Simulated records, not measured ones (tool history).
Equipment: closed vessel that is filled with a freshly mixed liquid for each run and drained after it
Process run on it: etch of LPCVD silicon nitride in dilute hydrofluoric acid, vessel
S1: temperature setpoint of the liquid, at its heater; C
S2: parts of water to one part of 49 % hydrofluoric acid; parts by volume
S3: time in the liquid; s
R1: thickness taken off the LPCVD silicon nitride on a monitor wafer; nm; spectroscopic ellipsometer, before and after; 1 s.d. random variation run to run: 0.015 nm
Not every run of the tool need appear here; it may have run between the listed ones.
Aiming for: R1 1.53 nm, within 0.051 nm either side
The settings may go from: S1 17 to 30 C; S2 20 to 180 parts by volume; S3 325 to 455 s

| run | day | S1 | S2 | S3 | R1 |
|---|---|---|---|---|---|
| 1 | 0 | 22 | 100 | 455 | 2.1334 |
| 2 | 0.196 | 22 | 75 | 455 | 2.8292 |
| 3 | 0.288 | 21 | 80 | 455 | 2.5231 |
| 4 | 0.592 | 23.5 | 80 | 455 | 2.9976 |
| 5 | 0.938 | 21.5 | 80 | 455 | 2.6037 |
| 6 | 1.217 | 20.5 | 85 | 455 | 2.3047 |
| 7 | 1.617 | 19.5 | 90 | 455 | 2.0535 |
| 8 | 1.7 | 19 | 95 | 455 | 1.8218 |
| 9 | 1.875 | 18.5 | 95 | 455 | 1.7677 |

5 next moves are on the table. One of them brings every result within its allowed miss. Which?
| A | 2.05 | 21 | 105 | 335 | ? |
| B | 2.05 | 19 | 100 | 425 | ? |
| C | 2.05 | 18.5 | 75 | 325 | ? |
| D | 2.05 | 18.5 | 110 | 455 | ? |
| E | 2.05 | 20 | 100 | 455 | ? |

| move | R1 |
|---|---|
| A | 1.4287 |
| B | 1.6591 |
| C | 1.6216 |
| D | 1.5644 |
| E | 1.9019 |
A: carries the result that was furthest off beyond its target, to the other side
B: closer than the last run, but not yet in spec
C: closer than the last run, but not yet in spec
D: every result lands within tolerance
E: the biggest miss grows against the last run
The move that meets every target is D.
